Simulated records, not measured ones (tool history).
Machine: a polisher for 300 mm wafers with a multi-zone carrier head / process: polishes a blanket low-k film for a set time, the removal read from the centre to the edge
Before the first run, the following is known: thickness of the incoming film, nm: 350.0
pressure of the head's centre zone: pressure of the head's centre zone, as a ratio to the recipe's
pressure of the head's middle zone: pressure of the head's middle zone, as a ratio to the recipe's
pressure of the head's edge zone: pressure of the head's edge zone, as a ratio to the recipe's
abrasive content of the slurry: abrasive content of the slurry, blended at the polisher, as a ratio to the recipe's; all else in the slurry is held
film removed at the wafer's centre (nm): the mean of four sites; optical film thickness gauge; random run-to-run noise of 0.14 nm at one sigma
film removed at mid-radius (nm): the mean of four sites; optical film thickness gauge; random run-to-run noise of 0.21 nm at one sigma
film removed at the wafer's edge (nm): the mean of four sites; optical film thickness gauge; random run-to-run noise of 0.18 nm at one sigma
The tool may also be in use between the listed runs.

| run | hour | flow of slurry (ml/min) | pressure of the head's centre zone | pressure of the head's middle zone | pressure of the head's edge zone | abrasive content of the slurry | polishing time (s) | film removed at the wafer's centre (nm) | film removed at mid-radius (nm) | film removed at the wafer's edge (nm) |
|---|---|---|---|---|---|---|---|---|---|---|
| 1 | 0 | 200 | 1 | 1 | 1 | 1 | 86 | 27.621 | 27.9 | 27.882 |
| 2 | 3.6 | 245 | 1 | 1 | 1 | 1 | 86 | 28.872 | 28.384 | 28.676 |
| 3 | 11.2 | 245 | 1 | 1 | 1 | 1 | 105 | 35.004 | 34.682 | 34.652 |
| 4 | 13.1 | 240 | 0.99 | 0.99 | 0.98 | 0.9 | 100 | 30.423 | 31.129 | 30.588 |
| 5 | 15.8 | 280 | 0.99 | 0.99 | 0.98 | 0.9 | 100 | 30.812 | 30.927 | 31.321 |
| 6 | 21.9 | 255 | 0.99 | 0.99 | 0.98 | 0.9 | 100 | 30.672 | 30.538 | 30.676 |
| 7 | 23.5 | 200 | 0.89 | 0.89 | 0.88 | 0.65 | 77 | 15.203 | 15.681 | 16.238 |
| 8 | 31.8 | 210 | 0.9 | 0.9 | 0.88 | 0.65 | 77 | 15.586 | 15.933 | 16.39 |
| 9 | 39.8 | 265 | 0.98 | 0.98 | 0.93 | 0.7 | 77 | 18.833 | 19.223 | 18.755 |
| 10 | 42.4 | 260 | 0.98 | 0.97 | 0.92 | 0.7 | 77 | 19.184 | 18.777 | 18.574 |

What does the tool deliver on the next run?
| 11 | 50.6 | 255 | 0.98 | 0.97 | 0.92 | 0.7 | 77 | ? | ? | ? |

film removed at the wafer's centre (nm): 18.912
film removed at mid-radius (nm): 18.531
film removed at the wafer's edge (nm): 18.808

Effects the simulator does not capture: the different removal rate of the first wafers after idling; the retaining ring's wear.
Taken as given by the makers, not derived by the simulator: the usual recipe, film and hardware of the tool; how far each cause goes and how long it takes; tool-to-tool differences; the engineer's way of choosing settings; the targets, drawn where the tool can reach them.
